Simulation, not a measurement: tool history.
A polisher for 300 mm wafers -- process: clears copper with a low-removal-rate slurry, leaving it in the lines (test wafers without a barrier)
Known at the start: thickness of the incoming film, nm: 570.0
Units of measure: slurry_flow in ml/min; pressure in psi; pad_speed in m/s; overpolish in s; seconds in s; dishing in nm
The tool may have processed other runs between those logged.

run 1 hour=0 | slurry_flow=290 pressure=3.2 pad_speed=1.42 slurry_solids=1 overpolish=20 | seconds=128.27 dishing=55.548
run 2 hour=1.2 | slurry_flow=290 pressure=3.6 pad_speed=1.42 slurry_solids=1 overpolish=20 | seconds=113.78 dishing=60.959
run 3 hour=8.4 | slurry_flow=290 pressure=3.8 pad_speed=1.42 slurry_solids=1 overpolish=18 | seconds=105.08 dishing=58.354
run 4 hour=17.3 | slurry_flow=290 pressure=3.8 pad_speed=1.42 slurry_solids=1.1 overpolish=18 | seconds=103.68 dishing=60.246
run 5 hour=24.9 | slurry_flow=285 pressure=3.9 pad_speed=1.42 slurry_solids=1.1 overpolish=17 | seconds=102.99 dishing=59.97
run 6 hour=26.4 | slurry_flow=290 pressure=4 pad_speed=1.42 slurry_solids=1.05 overpolish=16 | seconds=103.64 dishing=57.32

Predict the results of run 7:
run 7 hour=32 | slurry_flow=290 pressure=4.2 pad_speed=1.44 slurry_solids=1.05 overpolish=15 | seconds=? dishing=?

Run 7 measured seconds 92.684 s, dishing 57.788 nm.
